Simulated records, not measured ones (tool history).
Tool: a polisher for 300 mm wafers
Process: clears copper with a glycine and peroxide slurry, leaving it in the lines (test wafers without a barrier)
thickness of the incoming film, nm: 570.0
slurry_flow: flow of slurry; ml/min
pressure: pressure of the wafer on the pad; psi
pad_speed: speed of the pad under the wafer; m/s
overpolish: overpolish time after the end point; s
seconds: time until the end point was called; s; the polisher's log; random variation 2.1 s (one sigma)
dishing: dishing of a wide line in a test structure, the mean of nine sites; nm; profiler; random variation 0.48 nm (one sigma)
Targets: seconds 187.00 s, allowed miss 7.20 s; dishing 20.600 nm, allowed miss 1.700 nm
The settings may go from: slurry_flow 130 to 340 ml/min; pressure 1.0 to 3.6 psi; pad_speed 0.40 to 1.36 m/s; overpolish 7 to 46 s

run  hour  slurry_flow  pressure  pad_speed  overpolish  seconds  dishing
  1   0.0          220       2.3       0.88          24   140.27   46.298
  2   6.9          270       2.3       0.88          24   138.94   48.572
  3  13.8          270       2.3       0.78          24   153.79   44.175
  4  16.8          270       2.3       0.86          24   140.17   47.641
  5  25.4          270       2.3       0.86          14   142.21   33.301
  6  31.6          245       2.1       0.86          12   152.11   28.041
  7  38.1          245       1.9       0.86          11   165.48   24.959
  8  45.9          245       1.8       0.86          10   169.92   21.786
  9  51.0          245       1.7       0.86          11   175.98   22.658
 10  60.0          245       1.7       0.86          11   179.11   23.452
 11  66.0          245       1.7       0.86          10   177.62   21.946
 12  74.1          240       1.5       0.86           9   196.70   18.169

4 next moves are on the table. One of them brings every result within its allowed miss. Which?
  A  82.2          195       1.1       1.28          11        ?        ?
  B  82.2          205       2.2       0.72           7        ?        ?
  C  82.2          220       1.6       0.74          15        ?        ?
  D  82.2          205       1.3       0.88          11        ?        ?

move  seconds  dishing
   A   189.49   21.441
   B   172.89   16.182
   C   209.76   26.180
   D   216.69   19.496
A: meets every target
B: further off than the last run
C: takes the result that was furthest off past its target
D: brings the result that was furthest off to its target, and leaves another outside
The right move is A.

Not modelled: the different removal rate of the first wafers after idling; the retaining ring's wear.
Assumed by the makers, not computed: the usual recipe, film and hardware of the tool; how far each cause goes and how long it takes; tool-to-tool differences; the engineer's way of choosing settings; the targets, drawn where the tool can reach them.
